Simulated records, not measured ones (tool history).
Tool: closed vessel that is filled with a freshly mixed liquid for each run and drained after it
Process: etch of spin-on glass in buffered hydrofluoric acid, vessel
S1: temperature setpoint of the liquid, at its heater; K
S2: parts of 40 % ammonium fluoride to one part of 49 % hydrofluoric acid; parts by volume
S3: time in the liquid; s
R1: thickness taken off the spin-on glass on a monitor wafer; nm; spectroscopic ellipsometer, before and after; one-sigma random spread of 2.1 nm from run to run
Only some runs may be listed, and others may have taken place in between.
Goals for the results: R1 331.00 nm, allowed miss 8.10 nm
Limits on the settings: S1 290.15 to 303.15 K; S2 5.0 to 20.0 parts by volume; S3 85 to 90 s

run	hour	S1	S2	S3	R1
1	0.0	295.15	12.0	85	224.24
2	4.9	297.15	12.0	85	249.39
3	7.3	297.15	14.0	85	216.69
4	10.3	298.15	14.0	85	228.48
5	14.3	298.65	14.0	85	233.79
6	19.3	295.65	14.0	85	199.23
7	27.5	296.65	14.0	85	210.93
8	36.4	297.65	14.0	85	221.56
9	40.4	301.65	12.0	85	319.35

Which one of the following 4 next-run settings gets every result inside its allowed miss? There is exactly one.
A	44.4	303.15	13.5	85	?
B	44.4	302.15	12.5	85	?
C	44.4	302.15	12.0	85	?
D	44.4	300.15	11.5	85	?

move	R1
A	307.92
B	314.94
C	327.75
D	307.18
A: its largest miss is bigger than the last run's
B: its largest miss is bigger than the last run's
C: every result lands within tolerance
D: its largest miss is bigger than the last run's
Answer: C
